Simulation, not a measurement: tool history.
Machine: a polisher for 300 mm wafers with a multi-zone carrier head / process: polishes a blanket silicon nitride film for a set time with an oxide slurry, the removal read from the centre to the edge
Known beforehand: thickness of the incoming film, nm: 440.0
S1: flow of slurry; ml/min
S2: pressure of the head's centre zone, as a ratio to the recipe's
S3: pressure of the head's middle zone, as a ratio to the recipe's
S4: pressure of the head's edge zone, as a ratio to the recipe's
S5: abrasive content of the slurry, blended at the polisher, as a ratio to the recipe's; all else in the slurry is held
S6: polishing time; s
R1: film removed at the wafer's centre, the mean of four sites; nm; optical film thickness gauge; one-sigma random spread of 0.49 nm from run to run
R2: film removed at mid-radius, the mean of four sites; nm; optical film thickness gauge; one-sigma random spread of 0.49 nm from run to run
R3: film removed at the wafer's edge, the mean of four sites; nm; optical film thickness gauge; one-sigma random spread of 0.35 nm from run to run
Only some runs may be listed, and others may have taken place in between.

Run 1, hour 0: S1 250 ml/min, S2 1, S3 1, S4 1, S5 1, S6 48 s. Result: R1 24.707 nm, R2 24.9 nm, R3 25.157 nm.
Run 2, hour 4.4: S1 250 ml/min, S2 0.99, S3 1, S4 1.03, S5 1.1, S6 50 s. Result: R1 26.862 nm, R2 26.609 nm, R3 27.94 nm.
Run 3, hour 11.6: S1 255 ml/min, S2 0.98, S3 1.01, S4 1.05, S5 1.15, S6 52 s. Result: R1 28.148 nm, R2 29.324 nm, R3 29.641 nm.
Run 4, hour 19.8: S1 250 ml/min, S2 0.97, S3 1, S4 1.06, S5 1.2, S6 54 s. Result: R1 29.64 nm, R2 31.251 nm, R3 31.694 nm.
Run 5, hour 24.5: S1 250 ml/min, S2 0.97, S3 0.98, S4 1.08, S5 1.25, S6 56 s. Result: R1 31.727 nm, R2 32.083 nm, R3 33.568 nm.
Run 6, hour 27.7: S1 250 ml/min, S2 0.96, S3 0.97, S4 1.1, S5 1.3, S6 58 s. Result: R1 32.726 nm, R2 33.816 nm, R3 35.709 nm.

Expected results for the next run?
Run 7, hour 34.7: S1 250 ml/min, S2 0.96, S3 0.96, S4 1.11, S5 1.35, S6 59 s. Result: R1 ?, R2 ?, R3 ?.

{"run 7": {"R1": 34.67, "R2": 34.017, "R3": 37.096}}

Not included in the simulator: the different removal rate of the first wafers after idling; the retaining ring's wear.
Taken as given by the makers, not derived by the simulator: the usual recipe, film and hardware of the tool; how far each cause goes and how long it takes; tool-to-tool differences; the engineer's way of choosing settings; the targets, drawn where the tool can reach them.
